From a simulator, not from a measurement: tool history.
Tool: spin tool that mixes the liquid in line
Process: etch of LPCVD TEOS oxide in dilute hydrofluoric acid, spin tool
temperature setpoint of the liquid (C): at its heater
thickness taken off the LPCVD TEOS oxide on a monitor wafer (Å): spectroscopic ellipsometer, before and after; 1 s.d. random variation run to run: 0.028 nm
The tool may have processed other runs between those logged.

| run | hour | temperature setpoint of the liquid (C) | parts of water to one part of 49 % hydrofluoric acid (parts by volume) | time under the liquid (s) | thickness taken off the LPCVD TEOS oxide on a monitor wafer (Å) |
|---|---|---|---|---|---|
| 1 | 0.0 | 23.0 | 205 | 105 | 81.714 |
| 2 | 4.5 | 23.0 | 205 | 115 | 90.050 |
| 3 | 8.8 | 23.0 | 140 | 115 | 139.720 |
| 4 | 11.3 | 22.0 | 155 | 115 | 121.100 |
| 5 | 18.4 | 25.5 | 155 | 115 | 137.100 |
| 6 | 21.6 | 25.5 | 115 | 115 | 193.800 |
| 7 | 24.6 | 21.5 | 195 | 115 | 90.151 |
| 8 | 28.8 | 20.5 | 200 | 115 | 83.899 |
| 9 | 37.7 | 20.0 | 205 | 115 | 79.544 |
| 10 | 43.5 | 19.5 | 210 | 115 | 76.440 |

Run 11 comes next. What will it give?
| 11 | 45.2 | 19.0 | 215 | 115 | ? |

{"run 11": {"thickness taken off the LPCVD TEOS oxide on a monitor wafer (Å)": 72.798}}

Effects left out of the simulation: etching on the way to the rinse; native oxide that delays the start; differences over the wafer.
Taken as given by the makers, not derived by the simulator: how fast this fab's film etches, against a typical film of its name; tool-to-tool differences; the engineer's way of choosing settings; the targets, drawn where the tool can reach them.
